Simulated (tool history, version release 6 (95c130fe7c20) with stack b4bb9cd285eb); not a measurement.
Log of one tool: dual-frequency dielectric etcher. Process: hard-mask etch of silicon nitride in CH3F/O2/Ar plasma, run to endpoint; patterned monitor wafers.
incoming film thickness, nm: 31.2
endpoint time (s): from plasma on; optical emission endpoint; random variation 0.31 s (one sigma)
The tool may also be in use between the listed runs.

run    day  source power (W)  bias power (W)  endpoint time (s)
  1  0.000               420              64             49.668
  2  0.225               350              64             53.418
  3  0.250               420              64             49.943
  4  0.475               440              65             49.006
  5  0.829               440              69             47.767
  6  1.192               440              73             47.482
  7  1.250               450              74             46.546

Run 8 comes next. What will it give?
  8  1.608               460              75                  ?

endpoint time (s): 46.267
